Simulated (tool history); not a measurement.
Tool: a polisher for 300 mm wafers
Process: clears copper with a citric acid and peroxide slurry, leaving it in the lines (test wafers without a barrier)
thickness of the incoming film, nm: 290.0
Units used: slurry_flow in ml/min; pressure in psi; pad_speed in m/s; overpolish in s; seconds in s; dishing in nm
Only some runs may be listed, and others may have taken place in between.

Run 1, hour 0.0: slurry_flow 130 ml/min, pressure 2.5 psi, pad_speed 1.12 m/s, slurry_solids 1.00, overpolish 8 s. Result: seconds 155.81 s, dishing 7.8276 nm.
Run 2, hour 3.0: slurry_flow 130 ml/min, pressure 2.5 psi, pad_speed 1.12 m/s, slurry_solids 1.15, overpolish 8 s. Result: seconds 151.39 s, dishing 8.2262 nm.
Run 3, hour 3.5: slurry_flow 130 ml/min, pressure 2.5 psi, pad_speed 1.12 m/s, slurry_solids 1.15, overpolish 6 s. Result: seconds 152.65 s, dishing 6.8313 nm.
Run 4, hour 12.0: slurry_flow 130 ml/min, pressure 2.5 psi, pad_speed 1.02 m/s, slurry_solids 1.15, overpolish 6 s. Result: seconds 166.43 s, dishing 6.4449 nm.
Run 5, hour 20.1: slurry_flow 130 ml/min, pressure 2.5 psi, pad_speed 1.02 m/s, slurry_solids 1.35, overpolish 6 s. Result: seconds 158.39 s, dishing 6.5455 nm.
Run 6, hour 26.4: slurry_flow 130 ml/min, pressure 2.5 psi, pad_speed 1.02 m/s, slurry_solids 1.20, overpolish 6 s. Result: seconds 167.20 s, dishing 6.4100 nm.
Run 7, hour 35.2: slurry_flow 130 ml/min, pressure 2.4 psi, pad_speed 1.02 m/s, slurry_solids 1.20, overpolish 6 s. Result: seconds 171.17 s, dishing 6.1518 nm.
Run 8, hour 40.5: slurry_flow 130 ml/min, pressure 2.3 psi, pad_speed 1.02 m/s, slurry_solids 1.20, overpolish 6 s. Result: seconds 179.65 s, dishing 5.9470 nm.
Run 9, hour 48.6: slurry_flow 130 ml/min, pressure 2.2 psi, pad_speed 1.02 m/s, slurry_solids 1.20, overpolish 6 s. Result: seconds 186.47 s, dishing 5.5835 nm.

For run 10, what comes out?
Run 10, hour 51.4: slurry_flow 130 ml/min, pressure 2.1 psi, pad_speed 1.02 m/s, slurry_solids 1.20, overpolish 6 s. Result: seconds ?, dishing ?.

seconds: 196.29 s
dishing: 5.5169 nm
